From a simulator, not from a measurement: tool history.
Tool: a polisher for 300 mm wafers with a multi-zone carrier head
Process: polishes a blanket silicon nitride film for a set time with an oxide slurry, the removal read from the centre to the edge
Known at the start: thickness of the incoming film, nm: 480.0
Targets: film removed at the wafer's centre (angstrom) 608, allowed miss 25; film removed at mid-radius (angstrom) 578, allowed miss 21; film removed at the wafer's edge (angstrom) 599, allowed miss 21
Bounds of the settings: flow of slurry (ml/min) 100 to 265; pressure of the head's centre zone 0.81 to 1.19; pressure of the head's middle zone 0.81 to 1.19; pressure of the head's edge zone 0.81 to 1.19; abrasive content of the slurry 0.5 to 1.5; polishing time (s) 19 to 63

| run | hour | flow of slurry (ml/min) | pressure of the head's centre zone | pressure of the head's middle zone | pressure of the head's edge zone | abrasive content of the slurry | polishing time (s) | film removed at the wafer's centre (angstrom) | film removed at mid-radius (angstrom) | film removed at the wafer's edge (angstrom) |
|---|---|---|---|---|---|---|---|---|---|---|
| 1 | 0 | 170 | 1 | 1 | 1 | 1 | 41 | 434.26 | 445.16 | 465.76 |
| 2 | 2.1 | 170 | 1 | 1 | 1 | 1 | 35 | 374.86 | 378.09 | 396.77 |
| 3 | 8.5 | 170 | 1 | 1 | 1 | 0.85 | 35 | 350.29 | 372.61 | 375.48 |
| 4 | 12.7 | 180 | 1.02 | 1.04 | 1.02 | 1 | 36 | 402.46 | 415.59 | 412.12 |
| 5 | 14.5 | 220 | 1.02 | 1.04 | 1.02 | 1 | 36 | 431.22 | 431.98 | 431.74 |
| 6 | 22.4 | 220 | 1.02 | 1.04 | 1.07 | 1 | 36 | 415.72 | 434.87 | 440.98 |
| 7 | 28.8 | 225 | 1.03 | 1.05 | 1.08 | 1.1 | 37 | 462.96 | 457.18 | 470.57 |
| 8 | 29.8 | 215 | 0.99 | 1.13 | 1.13 | 1.35 | 41 | 521.77 | 586.7 | 552.52 |
| 9 | 32.1 | 220 | 1.01 | 1.12 | 1.14 | 1.35 | 41 | 520.05 | 586.39 | 570.71 |
| 10 | 38.7 | 230 | 1.04 | 1.11 | 1.12 | 1.35 | 41 | 542.17 | 584.22 | 564.87 |

Which of these 5 next moves meets every target?
| A | 45.3 | 265 | 1.18 | 1.18 | 1.04 | 1.15 | 43 | ? | ? | ? |
| B | 45.3 | 180 | 0.97 | 1.14 | 1.13 | 1.15 | 44 | ? | ? | ? |
| C | 45.3 | 210 | 1.02 | 1.08 | 1.19 | 1.3 | 41 | ? | ? | ? |
| D | 45.3 | 265 | 1.12 | 1.19 | 0.98 | 1.4 | 37 | ? | ? | ? |
| E | 45.3 | 205 | 1.13 | 1.08 | 1.19 | 1.45 | 42 | ? | ? | ? |

| move | film removed at the wafer's centre (angstrom) | film removed at mid-radius (angstrom) | film removed at the wafer's edge (angstrom) |
|---|---|---|---|
| A | 654.83 | 619.49 | 555.35 |
| B | 503.16 | 569.54 | 558.93 |
| C | 534.58 | 546.51 | 570.77 |
| D | 570.41 | 573.09 | 496.24 |
| E | 625.17 | 576.55 | 603.38 |
A: takes the result that was furthest off past its target
B: further off than the last run
C: further off than the last run
D: further off than the last run
E: meets every target
The right move is E.

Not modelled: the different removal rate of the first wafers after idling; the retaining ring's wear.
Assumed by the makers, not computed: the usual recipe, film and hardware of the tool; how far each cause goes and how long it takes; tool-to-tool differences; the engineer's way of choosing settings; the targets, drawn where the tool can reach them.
